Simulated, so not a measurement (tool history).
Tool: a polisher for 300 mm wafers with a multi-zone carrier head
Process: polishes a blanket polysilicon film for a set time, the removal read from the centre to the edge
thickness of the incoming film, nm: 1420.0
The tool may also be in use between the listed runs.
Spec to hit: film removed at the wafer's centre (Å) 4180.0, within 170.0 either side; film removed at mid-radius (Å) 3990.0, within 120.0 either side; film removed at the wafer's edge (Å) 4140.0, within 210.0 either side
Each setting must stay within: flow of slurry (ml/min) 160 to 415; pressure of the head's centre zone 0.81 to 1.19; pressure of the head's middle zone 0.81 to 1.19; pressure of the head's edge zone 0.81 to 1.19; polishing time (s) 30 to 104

| run | hour | flow of slurry (ml/min) | pressure of the head's centre zone | pressure of the head's middle zone | pressure of the head's edge zone | polishing time (s) | film removed at the wafer's centre (Å) | film removed at mid-radius (Å) | film removed at the wafer's edge (Å) |
|---|---|---|---|---|---|---|---|---|---|
| 1 | 0.0 | 265 | 1.00 | 1.00 | 1.00 | 67 | 5002.3 | 5037.0 | 5182.6 |
| 2 | 1.4 | 265 | 1.05 | 1.00 | 1.00 | 67 | 5293.0 | 5016.7 | 5220.0 |
| 3 | 9.0 | 265 | 1.11 | 1.00 | 1.00 | 67 | 5654.8 | 5022.4 | 5179.4 |
| 4 | 13.4 | 265 | 1.11 | 1.00 | 1.00 | 56 | 4818.1 | 4230.1 | 4394.9 |
| 5 | 19.3 | 265 | 1.11 | 1.00 | 1.00 | 46 | 3879.7 | 3461.4 | 3564.4 |
|  | 21.3 | slurry nozzle cleaned |
| 6 | 21.3 | 275 | 1.11 | 1.02 | 1.04 | 47 | 4212.9 | 3896.8 | 3954.7 |
| 7 | 22.5 | 275 | 1.10 | 1.02 | 1.05 | 47 | 4139.4 | 3813.6 | 3901.7 |
| 8 | 27.9 | 280 | 1.09 | 1.02 | 1.07 | 47 | 4248.3 | 3858.1 | 3981.1 |
| 9 | 33.1 | 280 | 1.07 | 1.02 | 1.08 | 47 | 4101.8 | 3836.0 | 3947.5 |
| 10 | 40.4 | 285 | 1.06 | 1.02 | 1.10 | 47 | 4103.9 | 3907.1 | 4012.5 |
| 11 | 45.3 | 285 | 1.06 | 1.02 | 1.11 | 47 | 4126.4 | 3905.2 | 4073.9 |
| 12 | 46.2 | 290 | 1.06 | 1.02 | 1.11 | 47 | 4127.9 | 3888.6 | 4126.1 |

Exercise: of the 5 proposed moves below, exactly one satisfies all targets within the stated allowed misses. Which move is it?
| A | 47.1 | 285 | 1.09 | 1.04 | 1.08 | 45 | ? | ? | ? |
| B | 47.1 | 270 | 0.98 | 0.89 | 1.11 | 51 | ? | ? | ? |
| C | 47.1 | 205 | 1.09 | 0.99 | 1.10 | 48 | ? | ? | ? |
| D | 47.1 | 305 | 1.04 | 1.00 | 1.09 | 49 | ? | ? | ? |
| E | 47.1 | 330 | 0.97 | 0.97 | 1.13 | 47 | ? | ? | ? |

| move | film removed at the wafer's centre (Å) | film removed at mid-radius (Å) | film removed at the wafer's edge (Å) |
|---|---|---|---|
| A | 4018.3 | 3704.5 | 3820.8 |
| B | 4063.0 | 3748.1 | 4379.7 |
| C | 4108.8 | 3674.0 | 4000.0 |
| D | 4202.5 | 3949.8 | 4202.4 |
| E | 3786.3 | 3735.9 | 4129.0 |
A: further off than the last run
B: further off than the last run
C: further off than the last run
D: in spec on every target
E: further off than the last run
Go with D: it meets all targets.
